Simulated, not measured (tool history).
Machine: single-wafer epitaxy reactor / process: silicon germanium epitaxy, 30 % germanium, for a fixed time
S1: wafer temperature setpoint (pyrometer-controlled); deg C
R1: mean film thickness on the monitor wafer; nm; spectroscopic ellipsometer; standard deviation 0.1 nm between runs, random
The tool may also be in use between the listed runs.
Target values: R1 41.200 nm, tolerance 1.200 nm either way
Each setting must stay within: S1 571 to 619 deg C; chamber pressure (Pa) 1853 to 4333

Run 1, day 0.000: S1 595 deg C, chamber pressure (Pa) 3093. Result: R1 58.504 nm.
Run 2, day 0.162: S1 590 deg C, chamber pressure (Pa) 3066. Result: R1 53.206 nm.
Run 3, day 0.225: S1 582 deg C, chamber pressure (Pa) 3066. Result: R1 46.018 nm.
Run 4, day 0.388: S1 582 deg C, chamber pressure (Pa) 3453. Result: R1 47.974 nm.
Run 5, day 0.517: S1 580 deg C, chamber pressure (Pa) 3440. Result: R1 45.876 nm.
Run 6, day 0.679: S1 578 deg C, chamber pressure (Pa) 3426. Result: R1 44.211 nm.
Run 7, day 0.883: S1 577 deg C, chamber pressure (Pa) 3413. Result: R1 43.349 nm.
Run 8, day 1.196: S1 576 deg C, chamber pressure (Pa) 3413. Result: R1 42.556 nm.

Exercise: of the 4 proposed moves below, exactly one satisfies all targets within the stated allowed misses. Which move is it?
Run A, day 1.508: S1 573 deg C, chamber pressure (Pa) 3626. Result: R1 ?.
Run B, day 1.508: S1 578 deg C, chamber pressure (Pa) 3293. Result: R1 ?.
Run C, day 1.508: S1 577 deg C, chamber pressure (Pa) 3426. Result: R1 ?.
Run D, day 1.508: S1 576 deg C, chamber pressure (Pa) 3720. Result: R1 ?.

move      R1
   A  41.082
   B  43.848
   C  43.539
   D  43.783
A: all results land within tolerance of their targets
B: misses by more than the last run did
C: misses by more than the last run did
D: misses by more than the last run did
Answer: A
